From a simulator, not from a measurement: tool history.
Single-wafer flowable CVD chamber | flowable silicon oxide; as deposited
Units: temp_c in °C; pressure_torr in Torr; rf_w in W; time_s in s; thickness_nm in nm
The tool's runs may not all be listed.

{"run": 1, "hour": 0.0, "temp_c": 110, "pressure_torr": 1.11, "rf_w": 1665, "time_s": 577, "thickness_nm": 332.16}
{"run": 2, "hour": 2.7, "temp_c": 115, "pressure_torr": 1.11, "rf_w": 1665, "time_s": 577, "thickness_nm": 278.45}
{"run": 3, "hour": 7.9, "temp_c": 115, "pressure_torr": 1.11, "rf_w": 1530, "time_s": 577, "thickness_nm": 276.1}
{"run": 4, "hour": 13.6, "temp_c": 119, "pressure_torr": 1.11, "rf_w": 1530, "time_s": 577, "thickness_nm": 240.87}
{"run": 5, "hour": 17.6, "temp_c": 119, "pressure_torr": 1.21, "rf_w": 1530, "time_s": 577, "thickness_nm": 258.74}
{"run": 6, "hour": 21.7, "temp_c": 110, "pressure_torr": 1.21, "rf_w": 1530, "time_s": 577, "thickness_nm": 359.76}

Forecast run 7:
{"run": 7, "hour": 27.7, "temp_c": 110, "pressure_torr": 1.21, "rf_w": 1530, "time_s": 577, "thickness_nm": "?"}

thickness_nm: 356.82 nm
